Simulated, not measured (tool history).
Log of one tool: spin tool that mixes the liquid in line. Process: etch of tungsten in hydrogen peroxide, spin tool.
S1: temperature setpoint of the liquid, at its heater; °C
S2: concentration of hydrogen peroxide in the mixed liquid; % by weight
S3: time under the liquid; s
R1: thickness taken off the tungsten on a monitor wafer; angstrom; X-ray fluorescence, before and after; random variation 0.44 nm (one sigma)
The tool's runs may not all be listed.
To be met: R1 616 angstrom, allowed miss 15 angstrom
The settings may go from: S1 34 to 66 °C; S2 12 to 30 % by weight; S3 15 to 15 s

run	day	S1	S2	S3	R1
1	0	50	21.5	15	348.71
2	0.05	50	21.5	15	351.53
3	0.092	44.5	21.5	15	248.3
4	0.371	49	21.5	15	330
5	0.471	52	21.5	15	392.74
6	0.771	52	24.5	15	427.78
7	0.925	54	24.5	15	478.28
8	0.962	55.5	24.5	15	515.77
9	1.029	56.5	24.5	15	552.72
10	1.179	57	24.5	15	564.85
# day 1.308: peroxide flow meter replaced
11	1.308	57.5	24.5	15	551.89
12	1.675	58	24.5	15	577.09
13	2.008	58.5	24.5	15	589.07

4 next moves are on the table. One of them brings every result within its allowed miss. Which?
A	2.342	59.5	21.5	15	?
B	2.342	60.5	24.5	15	?
C	2.342	59	25	15	?
D	2.342	60.5	23.5	15	?

move	R1
A	578.01
B	653.55
C	605.54
D	640.07
A: further off than the last run
B: takes the result that was furthest off past its target
C: meets every target
D: takes the result that was furthest off past its target
The right move is C.
